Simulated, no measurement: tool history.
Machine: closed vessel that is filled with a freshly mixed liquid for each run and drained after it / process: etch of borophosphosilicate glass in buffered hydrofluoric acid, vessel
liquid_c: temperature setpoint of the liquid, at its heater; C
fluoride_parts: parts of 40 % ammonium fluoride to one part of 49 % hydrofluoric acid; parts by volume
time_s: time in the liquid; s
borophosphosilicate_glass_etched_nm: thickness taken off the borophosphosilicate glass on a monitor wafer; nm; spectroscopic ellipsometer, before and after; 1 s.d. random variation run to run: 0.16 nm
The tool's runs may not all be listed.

run	day	liquid_c	fluoride_parts	time_s	borophosphosilicate_glass_etched_nm
1	0.000	24.0	23.5	95	62.135
2	0.050	24.0	23.5	95	61.721
3	0.238	24.0	27.5	95	55.616
4	0.467	24.0	27.5	100	58.897
5	0.771	24.0	27.5	95	55.440
6	0.858	24.0	27.5	95	55.549

What does the tool deliver on the next run?
7	0.904	22.5	27.5	95	?

borophosphosilicate_glass_etched_nm: 51.177 nm

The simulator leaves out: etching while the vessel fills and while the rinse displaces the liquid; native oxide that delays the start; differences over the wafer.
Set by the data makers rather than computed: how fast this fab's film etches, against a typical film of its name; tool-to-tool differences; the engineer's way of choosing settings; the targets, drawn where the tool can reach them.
